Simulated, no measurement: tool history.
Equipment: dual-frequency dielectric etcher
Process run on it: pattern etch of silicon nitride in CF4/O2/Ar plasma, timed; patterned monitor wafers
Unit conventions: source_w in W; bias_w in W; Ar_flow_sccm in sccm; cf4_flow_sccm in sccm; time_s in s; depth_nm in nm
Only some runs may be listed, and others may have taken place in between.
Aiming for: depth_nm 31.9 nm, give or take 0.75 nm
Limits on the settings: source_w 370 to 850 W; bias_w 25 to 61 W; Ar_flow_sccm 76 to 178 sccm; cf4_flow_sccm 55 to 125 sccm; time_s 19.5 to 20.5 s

Run 1, hour 0: source_w 610 W, bias_w 43 W, Ar_flow_sccm 127 sccm, cf4_flow_sccm 90 sccm, time_s 19.5 s. Result: depth_nm 38.947 nm.
Run 2, hour 3.1: source_w 610 W, bias_w 43 W, Ar_flow_sccm 127 sccm, cf4_flow_sccm 81 sccm, time_s 19.5 s. Result: depth_nm 37.909 nm.
Run 3, hour 9.4: source_w 610 W, bias_w 37 W, Ar_flow_sccm 127 sccm, cf4_flow_sccm 81 sccm, time_s 19.5 s. Result: depth_nm 35.536 nm.
Run 4, hour 17.4: source_w 520 W, bias_w 37 W, Ar_flow_sccm 127 sccm, cf4_flow_sccm 81 sccm, time_s 19.5 s. Result: depth_nm 30.24 nm.
Run 5, hour 23.6: source_w 520 W, bias_w 37 W, Ar_flow_sccm 127 sccm, cf4_flow_sccm 91 sccm, time_s 19.5 s. Result: depth_nm 30.978 nm.
Run 6, hour 28.8: source_w 520 W, bias_w 31 W, Ar_flow_sccm 127 sccm, cf4_flow_sccm 91 sccm, time_s 19.5 s. Result: depth_nm 28.407 nm.
Run 7, hour 32.3: source_w 540 W, bias_w 31 W, Ar_flow_sccm 127 sccm, cf4_flow_sccm 91 sccm, time_s 19.5 s. Result: depth_nm 29.619 nm.
Run 8, hour 35.8: source_w 550 W, bias_w 31 W, Ar_flow_sccm 127 sccm, cf4_flow_sccm 91 sccm, time_s 19.5 s. Result: depth_nm 30.328 nm.
Run 9, hour 38.3: source_w 560 W, bias_w 31 W, Ar_flow_sccm 127 sccm, cf4_flow_sccm 91 sccm, time_s 19.5 s. Result: depth_nm 31.066 nm.

4 candidate next runs follow, results not yet known. Just one meets every target within its allowed miss. Identify it.
Run A, hour 40.8: source_w 580 W, bias_w 27 W, Ar_flow_sccm 142 sccm, cf4_flow_sccm 99 sccm, time_s 19.5 s. Result: depth_nm ?.
Run B, hour 40.8: source_w 500 W, bias_w 36 W, Ar_flow_sccm 137 sccm, cf4_flow_sccm 97 sccm, time_s 20 s. Result: depth_nm ?.
Run C, hour 40.8: source_w 560 W, bias_w 31 W, Ar_flow_sccm 133 sccm, cf4_flow_sccm 94 sccm, time_s 19.5 s. Result: depth_nm ?.
Run D, hour 40.8: source_w 610 W, bias_w 25 W, Ar_flow_sccm 105 sccm, cf4_flow_sccm 91 sccm, time_s 19.5 s. Result: depth_nm ?.

move  depth_nm
   A     30.03
   B    29.758
   C    30.711
   D     32.06
A: misses by more than the last run did
B: misses by more than the last run did
C: misses by more than the last run did
D: each result inside its tolerance
Go with D: it meets all targets.
